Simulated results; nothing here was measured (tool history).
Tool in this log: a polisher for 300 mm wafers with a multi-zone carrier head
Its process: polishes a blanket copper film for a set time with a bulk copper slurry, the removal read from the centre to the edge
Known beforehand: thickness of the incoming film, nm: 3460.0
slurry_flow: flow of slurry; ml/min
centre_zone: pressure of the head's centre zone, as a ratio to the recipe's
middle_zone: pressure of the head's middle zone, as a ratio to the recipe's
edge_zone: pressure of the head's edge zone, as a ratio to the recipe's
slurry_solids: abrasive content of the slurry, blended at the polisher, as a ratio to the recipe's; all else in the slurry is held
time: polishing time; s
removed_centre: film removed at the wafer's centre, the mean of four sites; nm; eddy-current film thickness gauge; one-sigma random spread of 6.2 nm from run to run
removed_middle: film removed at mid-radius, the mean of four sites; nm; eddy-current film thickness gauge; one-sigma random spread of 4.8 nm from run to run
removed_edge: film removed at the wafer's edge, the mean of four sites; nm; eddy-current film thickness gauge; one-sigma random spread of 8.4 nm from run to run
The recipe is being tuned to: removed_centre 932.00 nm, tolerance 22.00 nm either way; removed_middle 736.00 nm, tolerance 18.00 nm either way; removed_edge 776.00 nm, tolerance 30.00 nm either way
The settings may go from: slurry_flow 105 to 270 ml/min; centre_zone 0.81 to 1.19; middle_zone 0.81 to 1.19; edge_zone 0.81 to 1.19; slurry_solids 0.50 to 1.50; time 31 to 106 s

run  hour  slurry_flow  centre_zone  middle_zone  edge_zone  slurry_solids  time  removed_centre  removed_middle  removed_edge
  1   0.0          175         1.00         1.00       1.00           1.00    68          583.54          603.06        575.48
  2   2.5          175         1.00         1.00       0.93           1.00    68          588.81          599.41        561.91
  3   7.0          190         1.04         0.98       0.96           1.10    70          649.73          620.06        603.61
  4  10.8          190         1.04         1.06       0.96           1.10    70          648.68          663.44        601.50
  5  19.6          200         1.07         1.04       0.98           1.20    71          692.81          682.68        624.35
  6  24.6          210         1.10         1.01       1.00           1.25    73          742.43          693.34        661.28
  7  30.3          220         1.12         0.99       1.01           1.30    74          765.62          697.95        678.19
  8  38.3          225         1.14         0.97       1.01           1.35    76          817.05          706.94        714.09
  9  44.4          265         1.19         0.95       1.02           1.50    77          893.11          731.19        726.62
 10  49.1          265         1.19         0.95       1.02           1.50    77          890.95          729.48        747.21

Exactly one of the 5 candidate moves below puts every result within its allowed miss. Which one?
  A  53.8          270         1.15         0.94       1.06           1.40    79               ?               ?             ?
  B  53.8          265         1.19         1.01       1.11           1.50    73               ?               ?             ?
  C  53.8          260         1.19         0.91       1.05           1.50    80               ?               ?             ?
  D  53.8          270         1.17         0.88       0.94           1.50    78               ?               ?             ?
  E  53.8          255         1.09         0.99       0.97           1.50    77               ?               ?             ?

move  removed_centre  removed_middle  removed_edge
   A          874.00          736.77        758.29
   B          843.71          727.19        722.76
   C          921.92          732.29        770.87
   D          887.40          698.47        716.42
   E          810.84          752.32        713.14
A: the biggest miss grows against the last run
B: the biggest miss grows against the last run
C: in spec on every target
D: the biggest miss grows against the last run
E: the biggest miss grows against the last run
The right move is C.
